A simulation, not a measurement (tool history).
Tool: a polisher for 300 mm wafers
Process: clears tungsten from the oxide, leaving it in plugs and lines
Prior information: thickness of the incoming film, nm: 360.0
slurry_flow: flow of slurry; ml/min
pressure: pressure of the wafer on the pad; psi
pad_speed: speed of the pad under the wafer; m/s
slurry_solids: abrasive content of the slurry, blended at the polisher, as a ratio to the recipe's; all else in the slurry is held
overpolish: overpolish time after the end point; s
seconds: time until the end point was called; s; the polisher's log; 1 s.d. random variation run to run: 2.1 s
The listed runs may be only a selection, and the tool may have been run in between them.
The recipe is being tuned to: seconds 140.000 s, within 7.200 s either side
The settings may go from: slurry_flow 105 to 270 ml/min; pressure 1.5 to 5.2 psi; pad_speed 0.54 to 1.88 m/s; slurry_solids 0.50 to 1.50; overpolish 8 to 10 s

run,hour,slurry_flow,pressure,pad_speed,slurry_solids,overpolish,seconds
1,0.0,175,3.3,1.20,1.00,10,90.756
2,8.7,145,3.3,1.20,1.00,10,90.783
3,15.1,145,3.8,1.20,1.00,10,80.504
4,22.4,145,4.5,1.20,1.00,10,70.568
5,23.5,145,4.2,1.18,1.00,10,75.571
6,31.5,145,4.2,1.46,1.00,10,60.998
7,40.3,145,4.0,1.42,1.00,10,64.774
8,41.3,145,3.8,1.38,1.00,10,69.661
9,46.8,145,3.6,1.34,1.00,10,75.488
10,53.8,145,3.4,1.32,1.00,10,81.954
11,56.1,145,3.2,1.30,1.00,10,88.155
12,61.8,145,3.0,1.30,1.00,10,94.364
13,67.5,145,2.9,1.30,1.00,10,96.406
14,75.2,145,2.8,1.30,1.00,10,99.643
15,81.1,145,2.7,1.30,1.00,10,101.570
16,89.6,145,2.6,1.30,1.00,10,107.030

Below are 4 possible settings for the next run. Only one of them brings all results inside the allowed miss of their targets. Which is it?
A,98.1,165,3.7,1.30,0.95,8,?
B,98.1,150,2.9,1.06,0.90,8,?
C,98.1,240,1.6,1.64,1.25,10,?
D,98.1,110,3.0,0.86,1.15,10,?

move,seconds
A,77.798
B,121.190
C,120.300
D,139.710
A: further off than the last run
B: closes in on the targets versus the last run, not all within tolerance yet
C: closes in on the targets versus the last run, not all within tolerance yet
D: all results in spec
The right move is D.
